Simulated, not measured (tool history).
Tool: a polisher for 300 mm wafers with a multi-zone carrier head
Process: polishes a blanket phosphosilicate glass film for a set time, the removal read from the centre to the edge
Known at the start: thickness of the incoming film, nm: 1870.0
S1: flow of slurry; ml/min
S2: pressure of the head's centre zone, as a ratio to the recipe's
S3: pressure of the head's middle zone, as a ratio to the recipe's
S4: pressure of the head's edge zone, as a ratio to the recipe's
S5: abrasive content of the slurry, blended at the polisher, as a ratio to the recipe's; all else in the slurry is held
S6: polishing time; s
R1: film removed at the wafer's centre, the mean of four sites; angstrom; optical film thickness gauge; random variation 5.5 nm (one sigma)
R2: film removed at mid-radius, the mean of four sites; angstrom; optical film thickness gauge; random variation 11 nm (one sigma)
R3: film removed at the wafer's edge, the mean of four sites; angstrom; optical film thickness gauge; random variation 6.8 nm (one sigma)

Run 1, day 0: S1 235 ml/min, S2 1, S3 1, S4 1, S5 1, S6 65 s. Result: R1 5793.3 angstrom, R2 6137.8 angstrom, R3 5941.3 angstrom.
Run 2, day 0.075: S1 235 ml/min, S2 1, S3 1, S4 1, S5 1, S6 77 s. Result: R1 6855.5 angstrom, R2 6881.9 angstrom, R3 6963.6 angstrom.
Run 3, day 0.308: S1 255 ml/min, S2 0.97, S3 1.06, S4 1.01, S5 1.05, S6 77 s. Result: R1 6828.8 angstrom, R2 7734.7 angstrom, R3 7296.6 angstrom.
Run 4, day 0.408: S1 310 ml/min, S2 0.97, S3 1.06, S4 1.01, S5 1.05, S6 77 s. Result: R1 7040.4 angstrom, R2 7824.9 angstrom, R3 7415.4 angstrom.
Run 5, day 0.462: S1 310 ml/min, S2 0.97, S3 1.06, S4 1.01, S5 0.95, S6 77 s. Result: R1 6791 angstrom, R2 7409.3 angstrom, R3 6999.7 angstrom.
Run 6, day 0.567: S1 310 ml/min, S2 0.97, S3 0.98, S4 1.01, S5 0.95, S6 77 s. Result: R1 6721.5 angstrom, R2 6989.3 angstrom, R3 7062 angstrom.

Predict the results of run 7:
Run 7, day 0.721: S1 315 ml/min, S2 0.95, S3 1.05, S4 1.02, S5 1, S6 77 s. Result: R1 ?, R2 ?, R3 ?.

Run 7 measured R1 6762.2 angstrom, R2 7608.8 angstrom, R3 7267.7 angstrom.
